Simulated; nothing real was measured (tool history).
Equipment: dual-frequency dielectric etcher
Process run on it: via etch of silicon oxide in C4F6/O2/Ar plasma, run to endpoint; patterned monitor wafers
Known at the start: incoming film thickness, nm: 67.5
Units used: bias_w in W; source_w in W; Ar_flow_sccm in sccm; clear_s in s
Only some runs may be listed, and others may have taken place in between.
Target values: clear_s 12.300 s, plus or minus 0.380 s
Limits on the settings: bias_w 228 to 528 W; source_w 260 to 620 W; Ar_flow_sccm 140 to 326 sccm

{"run": 1, "hour": 0.0, "bias_w": 378, "source_w": 440, "Ar_flow_sccm": 233, "clear_s": 15.308}
{"run": 2, "hour": 8.3, "bias_w": 378, "source_w": 440, "Ar_flow_sccm": 260, "clear_s": 15.602}
{"run": 3, "hour": 15.4, "bias_w": 378, "source_w": 510, "Ar_flow_sccm": 260, "clear_s": 14.811}
{"run": 4, "hour": 22.4, "bias_w": 392, "source_w": 520, "Ar_flow_sccm": 258, "clear_s": 14.238}
{"run": 5, "hour": 30.8, "bias_w": 403, "source_w": 520, "Ar_flow_sccm": 257, "clear_s": 13.869}
{"run": 6, "hour": 36.2, "bias_w": 403, "source_w": 580, "Ar_flow_sccm": 257, "clear_s": 13.464}
{"run": 7, "hour": 38.3, "bias_w": 403, "source_w": 580, "Ar_flow_sccm": 257, "clear_s": 13.331}
{"run": 8, "hour": 46.0, "bias_w": 409, "source_w": 580, "Ar_flow_sccm": 257, "clear_s": 13.277}
{"run": 9, "hour": 49.4, "bias_w": 415, "source_w": 580, "Ar_flow_sccm": 257, "clear_s": 13.154}
{"run": 10, "hour": 52.0, "bias_w": 420, "source_w": 580, "Ar_flow_sccm": 257, "clear_s": 13.028}
{"run": 11, "hour": 58.3, "bias_w": 424, "source_w": 580, "Ar_flow_sccm": 257, "clear_s": 12.913}
{"run": 12, "hour": 67.1, "bias_w": 427, "source_w": 580, "Ar_flow_sccm": 257, "clear_s": 12.838}
{"run": 13, "hour": 67.7, "bias_w": 430, "source_w": 580, "Ar_flow_sccm": 257, "clear_s": 13.037}
{"run": 14, "hour": 68.6, "bias_w": 435, "source_w": 580, "Ar_flow_sccm": 257, "clear_s": 12.697}
{"run": 15, "hour": 71.1, "bias_w": 437, "source_w": 580, "Ar_flow_sccm": 257, "clear_s": 12.823}
{"run": 16, "hour": 76.3, "bias_w": 440, "source_w": 580, "Ar_flow_sccm": 257, "clear_s": 12.795}

Next run, 5 choices. One meets every target within its allowed miss, the rest don't. Which?
{"run": "A", "hour": 81.5, "bias_w": 492, "source_w": 620, "Ar_flow_sccm": 217, "clear_s": "?"}
{"run": "B", "hour": 81.5, "bias_w": 428, "source_w": 520, "Ar_flow_sccm": 247, "clear_s": "?"}
{"run": "C", "hour": 81.5, "bias_w": 419, "source_w": 560, "Ar_flow_sccm": 245, "clear_s": "?"}
{"run": "D", "hour": 81.5, "bias_w": 495, "source_w": 590, "Ar_flow_sccm": 227, "clear_s": "?"}
{"run": "E", "hour": 81.5, "bias_w": 447, "source_w": 620, "Ar_flow_sccm": 270, "clear_s": "?"}

move=A clear_s=11.287
move=B clear_s=13.425
move=C clear_s=13.122
move=D clear_s=11.586
move=E clear_s=12.311
A: carries the result that was furthest off beyond its target, to the other side
B: lands further from the targets than the last run did
C: lands further from the targets than the last run did
D: carries the result that was furthest off beyond its target, to the other side
E: hits every target within its allowed miss
Correct choice: E, which meets every target
